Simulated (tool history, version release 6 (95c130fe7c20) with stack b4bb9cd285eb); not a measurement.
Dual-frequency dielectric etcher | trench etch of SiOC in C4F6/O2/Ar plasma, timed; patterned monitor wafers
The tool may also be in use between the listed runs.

| run | hour | source power (kW) | bias power (kW) | etch time (s) | mean etch depth across the wafer (Å) |
|---|---|---|---|---|---|
| 1 | 0 | 0.28 | 0.219 | 12.5 | 262.44 |
| 2 | 3.6 | 0.32 | 0.219 | 12.5 | 275.83 |
| 3 | 8.6 | 0.3 | 0.203 | 12.5 | 265.46 |
| 4 | 17.5 | 0.3 | 0.168 | 12.5 | 252.28 |
|  | 18.5 | wet clean of the chamber |
| 5 | 18.5 | 0.3 | 0.182 | 12.5 | 247.3 |
| 6 | 20.5 | 0.28 | 0.173 | 12.5 | 238.26 |
| 7 | 23 | 0.26 | 0.17 | 12.5 | 231.89 |

Forecast run 8:
| 8 | 27.1 | 0.25 | 0.165 | 12.5 | ? |

{"run 8": {"mean etch depth across the wafer (Å)": 224}}

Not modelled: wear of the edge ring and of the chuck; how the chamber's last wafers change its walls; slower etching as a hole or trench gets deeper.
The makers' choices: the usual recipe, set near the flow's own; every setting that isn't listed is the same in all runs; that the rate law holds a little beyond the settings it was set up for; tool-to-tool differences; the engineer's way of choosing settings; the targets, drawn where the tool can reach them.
